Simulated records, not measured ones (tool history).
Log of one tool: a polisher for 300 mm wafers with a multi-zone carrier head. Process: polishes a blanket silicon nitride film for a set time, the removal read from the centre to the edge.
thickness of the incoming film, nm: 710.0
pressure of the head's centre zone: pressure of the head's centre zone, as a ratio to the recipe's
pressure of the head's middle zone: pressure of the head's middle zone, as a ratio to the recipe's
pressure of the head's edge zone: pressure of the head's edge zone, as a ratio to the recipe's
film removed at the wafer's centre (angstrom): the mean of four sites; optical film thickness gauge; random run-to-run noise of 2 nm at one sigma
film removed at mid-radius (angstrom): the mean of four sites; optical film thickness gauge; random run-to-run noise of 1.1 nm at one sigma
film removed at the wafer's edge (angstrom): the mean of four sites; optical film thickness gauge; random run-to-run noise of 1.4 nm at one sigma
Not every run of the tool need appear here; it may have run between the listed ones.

| run | hour | flow of slurry (ml/min) | pressure of the head's centre zone | pressure of the head's middle zone | pressure of the head's edge zone | polishing time (s) | film removed at the wafer's centre (angstrom) | film removed at mid-radius (angstrom) | film removed at the wafer's edge (angstrom) |
|---|---|---|---|---|---|---|---|---|---|
| 1 | 0.0 | 225 | 1.00 | 1.00 | 1.00 | 78 | 1177.7 | 1164.0 | 1214.3 |
| 2 | 2.9 | 225 | 1.00 | 1.04 | 1.00 | 78 | 1202.4 | 1223.9 | 1217.5 |
| 3 | 10.3 | 235 | 1.03 | 1.05 | 1.04 | 80 | 1258.4 | 1259.2 | 1295.3 |
| 4 | 18.4 | 250 | 1.06 | 1.07 | 1.06 | 81 | 1332.8 | 1309.4 | 1328.6 |
| 5 | 19.2 | 250 | 1.06 | 1.07 | 1.06 | 96 | 1555.5 | 1539.2 | 1558.2 |
| 6 | 26.3 | 250 | 1.10 | 1.07 | 1.06 | 96 | 1650.3 | 1554.7 | 1558.4 |
| 7 | 27.8 | 240 | 1.09 | 1.06 | 1.05 | 96 | 1582.2 | 1547.5 | 1523.4 |

The next listed run, before its measurement:
| 8 | 29.4 | 235 | 1.09 | 1.04 | 1.05 | 96 | ? | ? | ? |

{"run 8": {"film removed at the wafer's centre (angstrom)": 1566.8, "film removed at mid-radius (angstrom)": 1509.3, "film removed at the wafer's edge (angstrom)": 1556.6}}
